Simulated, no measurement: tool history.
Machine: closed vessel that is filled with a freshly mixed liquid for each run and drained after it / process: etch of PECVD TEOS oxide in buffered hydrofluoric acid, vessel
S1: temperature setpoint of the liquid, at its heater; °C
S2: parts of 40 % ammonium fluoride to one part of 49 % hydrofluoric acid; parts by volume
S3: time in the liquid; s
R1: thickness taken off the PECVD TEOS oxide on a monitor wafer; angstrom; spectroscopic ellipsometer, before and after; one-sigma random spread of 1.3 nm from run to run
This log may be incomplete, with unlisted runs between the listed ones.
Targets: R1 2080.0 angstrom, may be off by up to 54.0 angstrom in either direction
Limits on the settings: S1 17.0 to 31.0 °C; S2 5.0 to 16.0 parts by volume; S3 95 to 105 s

run  hour    S1   S2  S3      R1
  1   0.0  23.0  9.5  95  1215.5
  2   1.4  25.5  9.5  95  1385.5
  3   4.2  27.0  9.0  95  1561.3
  4  12.1  28.0  8.5  95  1704.4
  5  17.0  28.0  5.5  95  2608.8
  6  25.9  26.5  5.5  95  2409.9
  7  32.0  25.5  5.5  95  2288.0
  8  34.7  25.0  5.5  95  2236.5
  9  38.9  24.5  5.5  95  2179.1

4 next moves are on the table. One of them brings every result within its allowed miss. Which?
  A  43.1  25.5  6.5  100   ?
  B  43.1  24.0  6.0   95   ?
  C  43.1  23.5  5.5  100   ?
  D  43.1  23.0  5.0  100   ?

move      R1
   A  2093.3
   B  1965.2
   C  2169.0
   D  2287.9
A: all results land within tolerance of their targets
B: moves the result that the last run missed by most past its target, out the other side
C: moves toward the targets from the last run without getting all of them in spec
D: the biggest miss grows against the last run
So the answer is move A, the one that meets all the targets.
